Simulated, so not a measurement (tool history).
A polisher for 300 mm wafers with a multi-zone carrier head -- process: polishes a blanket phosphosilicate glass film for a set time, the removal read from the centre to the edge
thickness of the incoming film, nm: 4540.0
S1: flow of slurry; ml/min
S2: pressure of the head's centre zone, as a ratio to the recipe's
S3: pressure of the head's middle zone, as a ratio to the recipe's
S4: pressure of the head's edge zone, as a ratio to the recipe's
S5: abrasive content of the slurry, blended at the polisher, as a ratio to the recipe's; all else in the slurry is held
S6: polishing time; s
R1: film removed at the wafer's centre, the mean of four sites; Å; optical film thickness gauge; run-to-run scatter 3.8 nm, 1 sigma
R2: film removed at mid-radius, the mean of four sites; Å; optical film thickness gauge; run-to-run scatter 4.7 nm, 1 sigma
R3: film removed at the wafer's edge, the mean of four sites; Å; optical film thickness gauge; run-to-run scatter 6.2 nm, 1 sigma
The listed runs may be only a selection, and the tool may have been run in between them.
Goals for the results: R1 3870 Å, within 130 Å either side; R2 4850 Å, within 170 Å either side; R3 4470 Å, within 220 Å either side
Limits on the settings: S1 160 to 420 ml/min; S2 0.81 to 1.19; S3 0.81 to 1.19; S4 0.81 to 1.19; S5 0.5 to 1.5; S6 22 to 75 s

{"run": 1, "day": 0.0, "S1": 270, "S2": 1, "S3": 1, "S4": 1, "S5": 1, "S6": 48, "R1": 5599.8, "R2": 5507.4, "R3": 5636.5}
{"run": 2, "day": 0.104, "S1": 235, "S2": 1, "S3": 1, "S4": 1, "S5": 1, "S6": 48, "R1": 5610.5, "R2": 5414.2, "R3": 5591.8}
{"run": 3, "day": 0.354, "S1": 235, "S2": 1, "S3": 1, "S4": 0.92, "S5": 1, "S6": 48, "R1": 5411.8, "R2": 5418.1, "R3": 5329.4}
{"run": 4, "day": 0.679, "S1": 235, "S2": 0.96, "S3": 1, "S4": 0.92, "S5": 1, "S6": 48, "R1": 5223.1, "R2": 5502.5, "R3": 5274.7}
{"run": 5, "day": 0.771, "S1": 205, "S2": 0.96, "S3": 1, "S4": 0.92, "S5": 1, "S6": 48, "R1": 5159.2, "R2": 5486.3, "R3": 5325.3}
{"run": 6, "day": 1.125, "S1": 205, "S2": 0.96, "S3": 1, "S4": 0.92, "S5": 1.15, "S6": 48, "R1": 5501, "R2": 5698.2, "R3": 5595.5}
{"run": 7, "day": 1.212, "S1": 205, "S2": 0.94, "S3": 0.99, "S4": 0.91, "S5": 1.05, "S6": 48, "R1": 5157.2, "R2": 5432.4, "R3": 5334}
{"run": 8, "day": 1.408, "S1": 190, "S2": 0.84, "S3": 1.03, "S4": 0.86, "S5": 0.8, "S6": 47, "R1": 4101.9, "R2": 4916, "R3": 4545}
{"run": 9, "day": 1.542, "S1": 180, "S2": 0.81, "S3": 1.05, "S4": 0.88, "S5": 0.75, "S6": 47, "R1": 3705.3, "R2": 4854.1, "R3": 4351.2}

Exactly one of the 4 candidate moves below puts every result within its allowed miss. Which one?
{"run": "A", "day": 1.675, "S1": 170, "S2": 0.82, "S3": 1.06, "S4": 0.87, "S5": 0.7, "S6": 47, "R1": "?", "R2": "?", "R3": "?"}
{"run": "B", "day": 1.675, "S1": 165, "S2": 0.84, "S3": 1.09, "S4": 0.88, "S5": 0.65, "S6": 47, "R1": "?", "R2": "?", "R3": "?"}
{"run": "C", "day": 1.675, "S1": 160, "S2": 0.81, "S3": 1.13, "S4": 0.84, "S5": 0.8, "S6": 45, "R1": "?", "R2": "?", "R3": "?"}
{"run": "D", "day": 1.675, "S1": 235, "S2": 0.83, "S3": 1.06, "S4": 0.89, "S5": 0.6, "S6": 50, "R1": "?", "R2": "?", "R3": "?"}

move=A R1=3661.9 R2=4610.4 R3=4204.5
move=B R1=3614.5 R2=4550.3 R3=4078.2
move=C R1=3613.9 R2=4871.3 R3=4149.2
move=D R1=3908.5 R2=4831.1 R3=4393.6
A: its largest miss is bigger than the last run's
B: its largest miss is bigger than the last run's
C: its largest miss is bigger than the last run's
D: meets every target
The right move is D.
